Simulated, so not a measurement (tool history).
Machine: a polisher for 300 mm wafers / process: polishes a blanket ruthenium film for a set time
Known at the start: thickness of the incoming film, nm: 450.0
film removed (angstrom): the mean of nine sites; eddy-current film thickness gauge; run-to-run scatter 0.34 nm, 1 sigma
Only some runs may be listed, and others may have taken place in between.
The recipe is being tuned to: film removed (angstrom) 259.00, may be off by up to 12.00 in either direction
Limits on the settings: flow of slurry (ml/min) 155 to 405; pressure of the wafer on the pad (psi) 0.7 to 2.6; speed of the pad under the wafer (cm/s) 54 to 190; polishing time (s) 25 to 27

| run | hour | flow of slurry (ml/min) | pressure of the wafer on the pad (psi) | speed of the pad under the wafer (cm/s) | polishing time (s) | film removed (angstrom) |
|---|---|---|---|---|---|---|
| 1 | 0.0 | 260 | 1.6 | 122 | 27 | 307.29 |
| 2 | 6.1 | 260 | 1.6 | 122 | 25 | 290.50 |
| 3 | 11.2 | 260 | 1.5 | 122 | 25 | 278.70 |
| 4 | 18.5 | 260 | 1.5 | 122 | 27 | 298.33 |
| 5 | 19.6 | 260 | 1.5 | 150 | 27 | 353.63 |
| 6 | 26.5 | 260 | 1.5 | 166 | 27 | 380.64 |
| 7 | 35.1 | 260 | 1.4 | 166 | 27 | 371.26 |
| 8 | 41.7 | 260 | 1.3 | 166 | 27 | 344.03 |
| 9 | 45.1 | 260 | 1.2 | 166 | 27 | 325.86 |
| 10 | 49.0 | 260 | 1.1 | 166 | 27 | 305.04 |
| 11 | 56.2 | 260 | 0.8 | 164 | 27 | 239.03 |

5 next moves are on the table. One of them brings every result within its allowed miss. Which?
| A | 63.4 | 295 | 0.9 | 174 | 27 | ? |
| B | 63.4 | 345 | 0.8 | 190 | 27 | ? |
| C | 63.4 | 230 | 0.8 | 162 | 27 | ? |
| D | 63.4 | 265 | 1.1 | 158 | 27 | ? |
| E | 63.4 | 255 | 0.9 | 176 | 25 | ? |

| move | film removed (angstrom) |
|---|---|
| A | 277.85 |
| B | 280.52 |
| C | 234.23 |
| D | 292.28 |
| E | 255.80 |
A: takes the result that was furthest off past its target
B: takes the result that was furthest off past its target
C: misses by more than the last run did
D: takes the result that was furthest off past its target
E: meets every target
The right move is E.

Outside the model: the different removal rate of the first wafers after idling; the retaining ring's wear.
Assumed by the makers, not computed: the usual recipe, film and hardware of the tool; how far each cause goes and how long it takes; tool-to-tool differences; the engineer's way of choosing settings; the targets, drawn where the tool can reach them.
